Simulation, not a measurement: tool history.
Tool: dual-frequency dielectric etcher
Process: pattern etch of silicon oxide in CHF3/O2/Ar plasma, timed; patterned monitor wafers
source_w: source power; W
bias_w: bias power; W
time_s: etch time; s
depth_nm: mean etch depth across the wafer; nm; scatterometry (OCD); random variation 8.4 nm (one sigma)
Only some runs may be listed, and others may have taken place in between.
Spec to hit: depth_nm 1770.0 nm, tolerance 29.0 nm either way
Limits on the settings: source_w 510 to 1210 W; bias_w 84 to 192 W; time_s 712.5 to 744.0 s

run    day  source_w  bias_w  time_s  depth_nm
  1  0.000       860     138   712.5    1495.6
  2  0.346       860     148   712.5    1532.9
  3  0.550       800     148   712.5    1463.5
  4  0.842       850     149   712.5    1523.6
  5  1.004       890     150   712.5    1563.3
  6  1.067       890     150   712.5    1568.2
  7  1.267       920     150   712.5    1597.5
  8  1.300       950     150   712.5    1643.1
  9  1.592       970     150   712.5    1638.4
 10  1.683       970     150   712.5    1632.9

Which one of the following 5 next-run settings gets every result inside its allowed miss? There is exactly one.
  A  1.775      1030     143   727.0         ?
  B  1.775      1040     170   712.5         ?
  C  1.775       850     146   722.0         ?
  D  1.775       900     160   744.0         ?
  E  1.775      1050     146   714.5         ?

move  depth_nm
   A    1699.3
   B    1775.6
   C    1537.8
   D    1686.2
   E    1698.3
A: an improvement on the last run, though not all results are within tolerance
B: hits every target within its allowed miss
C: the biggest miss grows against the last run
D: an improvement on the last run, though not all results are within tolerance
E: an improvement on the last run, though not all results are within tolerance
Correct choice: B, which meets every target
